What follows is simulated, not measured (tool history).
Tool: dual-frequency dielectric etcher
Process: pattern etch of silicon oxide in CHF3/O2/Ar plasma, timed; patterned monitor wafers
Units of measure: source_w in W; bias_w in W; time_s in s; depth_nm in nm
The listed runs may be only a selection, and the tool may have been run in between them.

Run 1, hour 0.0: source_w 570 W, bias_w 121 W, time_s 291.5 s. Result: depth_nm 466.63 nm.
Run 2, hour 5.2: source_w 600 W, bias_w 123 W, time_s 291.5 s. Result: depth_nm 482.86 nm.
Run 3, hour 7.1: source_w 600 W, bias_w 123 W, time_s 291.5 s. Result: depth_nm 478.39 nm.
Run 4, hour 10.4: source_w 600 W, bias_w 123 W, time_s 264.5 s. Result: depth_nm 435.81 nm.
Run 5, hour 13.8: source_w 600 W, bias_w 123 W, time_s 264.5 s. Result: depth_nm 434.37 nm.
At hour 19.8: bias power generator calibrated.
Run 6, hour 19.8: source_w 620 W, bias_w 131 W, time_s 267.5 s. Result: depth_nm 451.58 nm.
Run 7, hour 24.3: source_w 650 W, bias_w 134 W, time_s 272.5 s. Result: depth_nm 470.25 nm.
Run 8, hour 25.6: source_w 670 W, bias_w 138 W, time_s 275.0 s. Result: depth_nm 485.47 nm.
Run 9, hour 28.8: source_w 690 W, bias_w 140 W, time_s 275.5 s. Result: depth_nm 492.63 nm.

Run 10 comes next. What will it give?
Run 10, hour 32.0: source_w 700 W, bias_w 141 W, time_s 276.0 s. Result: depth_nm ?.

{"run 10": {"depth_nm": 495.3}}

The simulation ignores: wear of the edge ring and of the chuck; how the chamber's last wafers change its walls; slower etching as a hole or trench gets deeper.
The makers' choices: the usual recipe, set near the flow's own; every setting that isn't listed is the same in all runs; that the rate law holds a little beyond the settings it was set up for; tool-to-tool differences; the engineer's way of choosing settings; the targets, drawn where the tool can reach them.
